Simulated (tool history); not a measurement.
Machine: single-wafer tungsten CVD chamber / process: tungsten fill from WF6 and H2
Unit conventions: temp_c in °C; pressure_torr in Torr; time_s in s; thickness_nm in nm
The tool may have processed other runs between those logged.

Run 1, day 0.000: temp_c 395 °C, pressure_torr 43.1 Torr, time_s 22.3 s. Result: thickness_nm 69.382 nm.
Run 2, day 0.067: temp_c 397 °C, pressure_torr 43.1 Torr, time_s 22.3 s. Result: thickness_nm 72.843 nm.
Run 3, day 0.296: temp_c 397 °C, pressure_torr 43.1 Torr, time_s 22.3 s. Result: thickness_nm 72.743 nm.
Run 4, day 0.446: temp_c 387 °C, pressure_torr 43.1 Torr, time_s 22.3 s. Result: thickness_nm 58.434 nm.
Run 5, day 0.588: temp_c 389 °C, pressure_torr 43.2 Torr, time_s 22.3 s. Result: thickness_nm 61.289 nm.
Run 6, day 0.762: temp_c 389 °C, pressure_torr 38.3 Torr, time_s 22.3 s. Result: thickness_nm 56.932 nm.
Run 7, day 0.808: temp_c 392 °C, pressure_torr 38.3 Torr, time_s 22.3 s. Result: thickness_nm 60.435 nm.
Run 8, day 1.025: temp_c 394 °C, pressure_torr 38.3 Torr, time_s 22.3 s. Result: thickness_nm 63.448 nm.

What will run 9 give?
Run 9, day 1.167: temp_c 396 °C, pressure_torr 38.3 Torr, time_s 22.3 s. Result: thickness_nm ?.

thickness_nm: 66.466 nm
